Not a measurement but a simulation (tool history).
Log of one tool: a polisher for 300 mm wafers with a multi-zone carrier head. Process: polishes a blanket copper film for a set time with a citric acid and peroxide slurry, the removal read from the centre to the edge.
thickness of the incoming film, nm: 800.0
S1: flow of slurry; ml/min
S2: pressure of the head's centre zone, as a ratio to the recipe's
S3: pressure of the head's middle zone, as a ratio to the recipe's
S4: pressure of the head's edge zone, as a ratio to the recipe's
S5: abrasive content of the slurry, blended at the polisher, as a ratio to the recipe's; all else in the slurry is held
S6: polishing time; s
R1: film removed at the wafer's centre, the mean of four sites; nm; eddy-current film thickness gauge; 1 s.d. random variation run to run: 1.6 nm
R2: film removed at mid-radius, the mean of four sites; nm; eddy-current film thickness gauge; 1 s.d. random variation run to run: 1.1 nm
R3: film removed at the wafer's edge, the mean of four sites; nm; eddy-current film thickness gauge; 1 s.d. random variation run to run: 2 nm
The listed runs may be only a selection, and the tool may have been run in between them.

Run 1, hour 0: S1 320 ml/min, S2 1, S3 1, S4 1, S5 1, S6 44 s. Result: R1 99.423 nm, R2 99.01 nm, R3 97.22 nm.
Run 2, hour 3.7: S1 325 ml/min, S2 1.02, S3 1.03, S4 1.02, S5 1.1, S6 46 s. Result: R1 106.8 nm, R2 110.2 nm, R3 105.51 nm.
Run 3, hour 7.6: S1 330 ml/min, S2 1.05, S3 1.05, S4 1.03, S5 1.2, S6 47 s. Result: R1 113.82 nm, R2 115.02 nm, R3 109.56 nm.
Run 4, hour 14.8: S1 330 ml/min, S2 1.05, S3 1.05, S4 1.03, S5 1.3, S6 47 s. Result: R1 115.6 nm, R2 115.61 nm, R3 111.36 nm.
Run 5, hour 19.9: S1 330 ml/min, S2 1.05, S3 1.1, S4 1.03, S5 1.3, S6 47 s. Result: R1 113.04 nm, R2 119.39 nm, R3 110.68 nm.
Run 6, hour 28.3: S1 330 ml/min, S2 1.05, S3 1.1, S4 1.03, S5 1.3, S6 39 s. Result: R1 95.876 nm, R2 99.174 nm, R3 91.965 nm.
Run 7, hour 32.8: S1 340 ml/min, S2 1.07, S3 1.12, S4 1.04, S5 1.35, S6 42 s. Result: R1 106.36 nm, R2 108.64 nm, R3 101.97 nm.
Run 8, hour 40.7: S1 345 ml/min, S2 1.08, S3 1.13, S4 1.03, S5 1.35, S6 45 s. Result: R1 113.21 nm, R2 119.57 nm, R3 107.76 nm.
Run 9, hour 43.8: S1 360 ml/min, S2 1.1, S3 1.14, S4 1.04, S5 1.4, S6 46 s. Result: R1 121.67 nm, R2 125.35 nm, R3 108.79 nm.
Run 10, hour 51: S1 355 ml/min, S2 1.1, S3 1.15, S4 1.06, S5 1.4, S6 48 s. Result: R1 128.12 nm, R2 129.14 nm, R3 115.68 nm.
Run 11, hour 54.1: S1 355 ml/min, S2 1.1, S3 1.15, S4 1.06, S5 1.4, S6 48 s. Result: R1 125.89 nm, R2 129.75 nm, R3 116.7 nm.

Run 12 has not been measured yet. What should we expect?
Run 12, hour 54.7: S1 360 ml/min, S2 1.1, S3 1.16, S4 1.07, S5 1.4, S6 49 s. Result: R1 ?, R2 ?, R3 ?.

Run 12 yielded R1 126.94 nm, R2 133.53 nm, R3 120.47 nm.
